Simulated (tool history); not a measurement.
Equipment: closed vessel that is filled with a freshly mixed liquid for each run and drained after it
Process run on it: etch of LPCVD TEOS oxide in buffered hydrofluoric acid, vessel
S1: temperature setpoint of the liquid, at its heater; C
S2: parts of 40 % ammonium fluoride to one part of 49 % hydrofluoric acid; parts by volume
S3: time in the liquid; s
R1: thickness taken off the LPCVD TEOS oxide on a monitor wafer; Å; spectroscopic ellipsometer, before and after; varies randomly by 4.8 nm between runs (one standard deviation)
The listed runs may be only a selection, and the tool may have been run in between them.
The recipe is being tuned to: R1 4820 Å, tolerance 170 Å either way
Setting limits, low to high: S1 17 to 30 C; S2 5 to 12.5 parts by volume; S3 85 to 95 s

run	day	S1	S2	S3	R1
1	0	22	7.5	85	2239.6
2	0.179	24	7.5	85	2481.2
3	0.521	25	7	85	2851.5
4	0.688	26	6.5	85	3217.1
5	0.992	26	6.5	95	3532.1
6	1.267	27	6.5	95	3731.2
7	1.588	27.5	6.5	95	3900.6
8	1.896	28	6.5	95	3999.5
9	1.988	28.5	6.5	95	4088.8
10	2.267	29	6.5	95	4138.4
11	2.346	29.5	6	95	4567.8

Pick the move, out of 5, that brings all results within their allowed miss; only one does.
A	2.425	29.5	5.5	85	?
B	2.425	29.5	6	90	?
C	2.425	28	5.5	85	?
D	2.425	27.5	6	95	?
E	2.425	29	5.5	95	?

move	R1
A	4423.3
B	4351.3
C	4087
D	4132.6
E	4815.5
A: the biggest miss grows against the last run
B: the biggest miss grows against the last run
C: the biggest miss grows against the last run
D: the biggest miss grows against the last run
E: every result lands within tolerance
Move E is the one to make.

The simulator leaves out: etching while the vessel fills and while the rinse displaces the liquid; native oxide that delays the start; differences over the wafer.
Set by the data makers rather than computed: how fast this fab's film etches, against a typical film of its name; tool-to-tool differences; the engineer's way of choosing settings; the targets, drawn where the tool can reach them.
